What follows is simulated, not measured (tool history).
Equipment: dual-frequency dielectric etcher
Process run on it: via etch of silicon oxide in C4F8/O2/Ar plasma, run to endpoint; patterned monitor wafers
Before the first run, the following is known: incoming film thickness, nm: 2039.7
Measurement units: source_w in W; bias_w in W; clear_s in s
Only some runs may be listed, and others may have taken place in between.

run	hour	source_w	bias_w	clear_s
1	0.0	1490	2393	416.35
2	5.7	1580	2393	403.57
3	11.1	1580	2543	395.94
4	18.6	1580	2362	410.33
5	24.6	1580	1986	440.83
6	31.0	1580	1837	454.45

For run 7, what comes out?
7	38.5	1580	1837	?

{"run 7": {"clear_s": 451.31}}
